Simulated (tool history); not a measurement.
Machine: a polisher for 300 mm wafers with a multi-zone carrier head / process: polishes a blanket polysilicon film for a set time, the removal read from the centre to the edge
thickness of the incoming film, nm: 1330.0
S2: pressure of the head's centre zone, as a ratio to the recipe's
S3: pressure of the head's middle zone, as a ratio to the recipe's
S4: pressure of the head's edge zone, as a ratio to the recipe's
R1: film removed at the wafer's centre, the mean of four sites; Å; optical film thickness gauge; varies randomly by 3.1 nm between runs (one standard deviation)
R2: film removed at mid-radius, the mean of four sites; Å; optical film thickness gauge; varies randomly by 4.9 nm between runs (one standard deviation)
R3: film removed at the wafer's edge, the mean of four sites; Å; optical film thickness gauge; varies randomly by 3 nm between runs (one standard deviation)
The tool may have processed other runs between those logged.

run 1 day=0.000 | flow_of_slurry_(ml/min)=240 S2=1.00 S3=1.00 S4=1.00 polishing_time_(s)=64 | R1=2859.7 R2=2776.6 R3=2807.4
run 2 day=0.371 | flow_of_slurry_(ml/min)=195 S2=1.00 S3=1.00 S4=1.00 polishing_time_(s)=64 | R1=2784.0 R2=2720.9 R3=2768.6
run 3 day=0.704 | flow_of_slurry_(ml/min)=200 S2=1.00 S3=1.01 S4=1.02 polishing_time_(s)=65 | R1=2893.1 R2=2812.4 R3=2833.3
run 4 day=0.754 | flow_of_slurry_(ml/min)=205 S2=0.99 S3=1.02 S4=1.04 polishing_time_(s)=66 | R1=2890.5 R2=2914.1 R3=2930.7
run 5 day=0.821 | flow_of_slurry_(ml/min)=210 S2=0.99 S3=1.03 S4=1.06 polishing_time_(s)=67 | R1=2940.6 R2=3015.0 R3=2983.1
run 6 day=1.183 | flow_of_slurry_(ml/min)=210 S2=0.99 S3=1.03 S4=1.02 polishing_time_(s)=67 | R1=2903.2 R2=2952.4 R3=2963.3
run 7 day=1.546 | flow_of_slurry_(ml/min)=210 S2=0.99 S3=1.03 S4=1.03 polishing_time_(s)=68 | R1=2978.9 R2=3015.9 R3=3002.4
run 8 day=1.767 | flow_of_slurry_(ml/min)=215 S2=0.99 S3=1.03 S4=1.05 polishing_time_(s)=69 | R1=3036.1 R2=3044.1 R3=3080.8

Predict the results of run 9:
run 9 day=1.850 | flow_of_slurry_(ml/min)=215 S2=0.99 S3=1.04 S4=1.06 polishing_time_(s)=70 | R1=? R2=? R3=?

{"run 9": {"R1": 3066.4, "R2": 3190.1, "R3": 3175.5}}
